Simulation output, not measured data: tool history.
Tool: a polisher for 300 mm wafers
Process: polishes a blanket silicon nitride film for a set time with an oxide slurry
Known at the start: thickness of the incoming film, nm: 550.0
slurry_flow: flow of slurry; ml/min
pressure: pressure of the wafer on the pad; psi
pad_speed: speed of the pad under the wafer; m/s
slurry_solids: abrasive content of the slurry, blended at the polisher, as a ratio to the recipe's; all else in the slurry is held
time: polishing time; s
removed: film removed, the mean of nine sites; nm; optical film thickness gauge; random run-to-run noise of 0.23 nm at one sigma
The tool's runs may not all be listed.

run 1 hour=0.0 | slurry_flow=320 pressure=2.7 pad_speed=1.04 slurry_solids=1.0 time=44 | removed=24.535
run 2 hour=5.0 | slurry_flow=320 pressure=2.8 pad_speed=1.04 slurry_solids=1.0 time=44 | removed=25.419
run 3 hour=6.8 | slurry_flow=320 pressure=2.8 pad_speed=0.86 slurry_solids=1.0 time=44 | removed=22.556
run 4 hour=14.4 | slurry_flow=245 pressure=2.8 pad_speed=0.86 slurry_solids=1.0 time=44 | removed=22.335
run 5 hour=16.0 | slurry_flow=245 pressure=3.0 pad_speed=0.86 slurry_solids=1.0 time=44 | removed=23.525
run 6 hour=23.2 | slurry_flow=245 pressure=3.0 pad_speed=0.74 slurry_solids=1.0 time=44 | removed=21.424

Estimate the outcome of run 7 from the log above:
run 7 hour=32.0 | slurry_flow=245 pressure=3.2 pad_speed=0.74 slurry_solids=1.0 time=44 | removed=?

removed: 22.651 nm
